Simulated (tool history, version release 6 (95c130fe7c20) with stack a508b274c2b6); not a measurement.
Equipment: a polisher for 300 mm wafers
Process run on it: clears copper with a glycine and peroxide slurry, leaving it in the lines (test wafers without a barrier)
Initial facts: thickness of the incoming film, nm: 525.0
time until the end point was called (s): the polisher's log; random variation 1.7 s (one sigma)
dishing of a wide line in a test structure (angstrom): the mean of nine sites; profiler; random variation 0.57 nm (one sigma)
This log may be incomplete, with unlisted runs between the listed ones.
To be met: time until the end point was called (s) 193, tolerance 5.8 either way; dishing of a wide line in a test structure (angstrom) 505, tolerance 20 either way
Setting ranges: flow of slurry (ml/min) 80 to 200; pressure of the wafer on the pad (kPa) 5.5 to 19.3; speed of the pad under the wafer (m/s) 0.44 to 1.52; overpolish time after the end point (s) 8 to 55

run	hour	flow of slurry (ml/min)	pressure of the wafer on the pad (kPa)	speed of the pad under the wafer (m/s)	overpolish time after the end point (s)	time until the end point was called (s)	dishing of a wide line in a test structure (angstrom)
1	0	130	12.4	0.98	28	151.89	531.7
2	8.6	125	11.7	0.98	29	155.71	513.23
3	15.3	125	14.5	0.98	29	142.33	569.47
4	15.8	145	14.5	0.98	29	135.28	587.73
5	17.9	140	13.8	0.98	30	142.13	586.51
6	19.2	135	13.1	0.98	31	146.92	572.29
7	23.6	130	12.4	0.98	32	151.42	577.93
8	31.7	125	11.7	0.98	32	157.9	579.07
9	36.6	120	11	0.98	32	164.31	549.23
10	38.9	115	10.3	0.98	32	171.23	537.73
11	42.6	110	10.3	0.98	32	170.96	529.99

Pick the move, out of 5, that brings all results within their allowed miss; only one does.
A	46.3	120	10.3	1.02	27	?	?
B	46.3	110	9.7	1.16	33	?	?
C	46.3	140	11	1.12	31	?	?
D	46.3	85	10.3	0.92	34	?	?
E	46.3	130	9.7	0.82	37	?	?

move	time until the end point was called (s)	dishing of a wide line in a test structure (angstrom)
A	161.04	485.81
B	156.24	564.91
C	142.05	581.97
D	189.3	513.36
E	186.51	553.16
A: the biggest miss grows against the last run
B: the biggest miss grows against the last run
C: the biggest miss grows against the last run
D: all results land within tolerance of their targets
E: nearer the targets than the last run, but a result is still out of spec
Move D is the one to make.

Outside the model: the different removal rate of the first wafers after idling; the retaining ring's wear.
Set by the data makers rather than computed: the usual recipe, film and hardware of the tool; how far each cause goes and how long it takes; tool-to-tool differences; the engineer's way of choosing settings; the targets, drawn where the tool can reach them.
